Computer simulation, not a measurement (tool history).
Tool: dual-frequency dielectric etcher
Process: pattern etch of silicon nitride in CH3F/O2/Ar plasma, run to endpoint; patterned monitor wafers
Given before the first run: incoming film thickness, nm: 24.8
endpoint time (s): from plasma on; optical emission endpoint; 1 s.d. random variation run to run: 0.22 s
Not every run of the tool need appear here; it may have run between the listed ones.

Run 1, hour 0.0: source power (W) 340, bias power (W) 58. Result: endpoint time (s) 40.943.
Run 2, hour 6.5: source power (W) 310, bias power (W) 57. Result: endpoint time (s) 42.626.
Run 3, hour 11.4: source power (W) 360, bias power (W) 57. Result: endpoint time (s) 40.803.
Run 4, hour 13.3: source power (W) 360, bias power (W) 65. Result: endpoint time (s) 38.893.
Run 5, hour 22.2: source power (W) 320, bias power (W) 62. Result: endpoint time (s) 41.331.
Run 6, hour 26.1: source power (W) 290, bias power (W) 61. Result: endpoint time (s) 43.138.
Run 7, hour 33.9: source power (W) 270, bias power (W) 60. Result: endpoint time (s) 44.622.

For run 8, what comes out?
Run 8, hour 38.9: source power (W) 260, bias power (W) 60. Result: endpoint time (s) ?.

endpoint time (s): 44.842
